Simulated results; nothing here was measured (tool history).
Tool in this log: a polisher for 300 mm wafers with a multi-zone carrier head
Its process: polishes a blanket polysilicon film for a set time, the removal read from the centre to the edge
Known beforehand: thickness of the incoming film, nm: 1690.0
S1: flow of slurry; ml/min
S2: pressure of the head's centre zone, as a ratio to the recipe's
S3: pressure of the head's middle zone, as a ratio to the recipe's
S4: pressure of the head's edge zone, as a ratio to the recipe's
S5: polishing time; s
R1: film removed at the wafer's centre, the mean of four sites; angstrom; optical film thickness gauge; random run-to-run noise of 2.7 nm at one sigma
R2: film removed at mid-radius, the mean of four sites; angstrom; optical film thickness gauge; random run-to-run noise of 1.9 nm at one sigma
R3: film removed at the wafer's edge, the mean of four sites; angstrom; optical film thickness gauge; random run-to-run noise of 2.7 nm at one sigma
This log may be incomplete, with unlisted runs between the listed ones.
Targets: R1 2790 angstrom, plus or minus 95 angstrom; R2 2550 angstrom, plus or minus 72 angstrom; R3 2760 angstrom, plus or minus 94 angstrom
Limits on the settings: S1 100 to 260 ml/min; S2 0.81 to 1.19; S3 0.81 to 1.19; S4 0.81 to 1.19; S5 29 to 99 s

run    day   S1    S2    S3    S4  S5      R1      R2      R3
  1      0  165     1     1     1  64  2784.1  2874.8  2688.8
  2  0.212  165  1.05     1     1  64  2807.2  2845.1  2714.4
  3  0.279  165  1.09     1     1  64  2947.2  2819.2  2700.2
  4  0.492  165  1.09     1     1  56  2567.4  2477.3  2365.9
  5  0.525  170  1.09  0.99  1.03  56  2621.3  2462.7  2363.6
  6  0.596  160  1.08  0.97  1.04  58  2636.6  2500.2  2479.9
     0.762  -- worn pad replaced by a new one
  7  0.762  160  1.08  0.96  1.06  59  2797.3  2650.5  2755.4
  8  0.896  160  1.08  0.95  1.06  59  2921.2  2658.7  2751.7
  9  1.267  160  1.08  0.95  1.06  59  2912.2  2635.7  2758.8
 10  1.554  155  1.08  0.95  1.06  59  2888.8  2631.5  2737.3

5 next moves are on the table. One of them brings every result within its allowed miss. Which?
  A  1.842  150  1.03  0.95  1.02  63   ?   ?   ?
  B  1.842  190  1.07  1.02  1.01  56   ?   ?   ?
  C  1.842  180  1.14  1.07  1.04  54   ?   ?   ?
  D  1.842  160  1.19  1.02  0.97  57   ?   ?   ?
  E  1.842  135  1.07  0.92  1.07  60   ?   ?   ?

move      R1      R2      R3
   A  2922.4  2810.8  2830.4
   B  2810.9    2772  2583.5
   C  2816.5  2757.9  2508.5
   D  2997.2  2734.6  2521.3
   E  2786.5  2543.9  2714.2
A: its largest miss is bigger than the last run's
B: its largest miss is bigger than the last run's
C: its largest miss is bigger than the last run's
D: its largest miss is bigger than the last run's
E: hits every target within its allowed miss
The move that meets every target is E.
